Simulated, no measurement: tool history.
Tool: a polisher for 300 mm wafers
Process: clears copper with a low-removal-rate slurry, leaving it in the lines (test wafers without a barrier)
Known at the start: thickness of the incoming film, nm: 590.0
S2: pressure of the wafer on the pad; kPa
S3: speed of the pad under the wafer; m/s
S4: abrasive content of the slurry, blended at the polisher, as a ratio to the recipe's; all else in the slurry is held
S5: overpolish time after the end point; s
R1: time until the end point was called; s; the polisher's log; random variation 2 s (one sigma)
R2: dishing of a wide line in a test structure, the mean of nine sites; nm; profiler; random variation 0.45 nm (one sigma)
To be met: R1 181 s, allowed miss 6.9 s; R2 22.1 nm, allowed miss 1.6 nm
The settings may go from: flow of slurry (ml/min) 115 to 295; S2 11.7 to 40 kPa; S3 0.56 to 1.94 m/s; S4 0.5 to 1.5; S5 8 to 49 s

run 1 hour=0 | flow_of_slurry_(ml/min)=190 S2=25.5 S3=1.24 S4=1 S5=25 | R1=153.38 R2=26.806
run 2 hour=6.9 | flow_of_slurry_(ml/min)=190 S2=25.5 S3=1.24 S4=1.1 S5=25 | R1=151.72 R2=26.767
run 3 hour=9.1 | flow_of_slurry_(ml/min)=190 S2=22.8 S3=1.24 S4=1.1 S5=25 | R1=164 R2=25.441
run 4 hour=14.7 | flow_of_slurry_(ml/min)=190 S2=22.8 S3=1.24 S4=1.1 S5=16 | R1=171.74 R2=23.162
run 5 hour=21.4 | flow_of_slurry_(ml/min)=190 S2=22.8 S3=1.5 S4=1.1 S5=16 | R1=142.66 R2=24.169
run 6 hour=24 | flow_of_slurry_(ml/min)=190 S2=27.6 S3=1.5 S4=1.1 S5=16 | R1=121.19 R2=24.719
-- hour=30.9 slurry nozzle cleaned
run 7 hour=30.9 | flow_of_slurry_(ml/min)=190 S2=26.2 S3=1.5 S4=1.1 S5=16 | R1=120.83 R2=24.616
run 8 hour=37.2 | flow_of_slurry_(ml/min)=190 S2=26.2 S3=1.5 S4=1.1 S5=16 | R1=116.19 R2=24.929
run 9 hour=39.1 | flow_of_slurry_(ml/min)=190 S2=24.8 S3=1.5 S4=1.1 S5=16 | R1=124.64 R2=24.935
run 10 hour=39.8 | flow_of_slurry_(ml/min)=190 S2=23.4 S3=1.5 S4=1.1 S5=15 | R1=129.7 R2=23.808
run 11 hour=42.5 | flow_of_slurry_(ml/min)=190 S2=22.1 S3=1.5 S4=1.1 S5=15 | R1=136.91 R2=23.659
run 12 hour=46.9 | flow_of_slurry_(ml/min)=185 S2=15.2 S3=1.48 S4=1.1 S5=12 | R1=190.08 R2=18.137
run 13 hour=50.2 | flow_of_slurry_(ml/min)=190 S2=15.2 S3=1.48 S4=1.1 S5=14 | R1=189.1 R2=20.291

5 next moves are on the table. One of them brings every result within its allowed miss. Which?
run A hour=53.5 | flow_of_slurry_(ml/min)=165 S2=17.2 S3=1.42 S4=1.2 S5=18 | R1=? R2=?
run B hour=53.5 | flow_of_slurry_(ml/min)=160 S2=16.5 S3=1.34 S4=1.15 S5=18 | R1=? R2=?
run C hour=53.5 | flow_of_slurry_(ml/min)=150 S2=15.9 S3=1.36 S4=1.25 S5=20 | R1=? R2=?
run D hour=53.5 | flow_of_slurry_(ml/min)=230 S2=15.2 S3=1.58 S4=1 S5=27 | R1=? R2=?
run E hour=53.5 | flow_of_slurry_(ml/min)=210 S2=14.5 S3=1.54 S4=1.15 S5=12 | R1=? R2=?

move=A R1=175.58 R2=23.216
move=B R1=192.75 R2=22.405
move=C R1=195.66 R2=23.115
move=D R1=176.79 R2=25.635
move=E R1=184.42 R2=18.931
A: meets every target
B: further off than the last run
C: further off than the last run
D: brings the result that was furthest off to its target, and leaves another outside
E: brings the result that was furthest off to its target, and leaves another outside
Answer: A

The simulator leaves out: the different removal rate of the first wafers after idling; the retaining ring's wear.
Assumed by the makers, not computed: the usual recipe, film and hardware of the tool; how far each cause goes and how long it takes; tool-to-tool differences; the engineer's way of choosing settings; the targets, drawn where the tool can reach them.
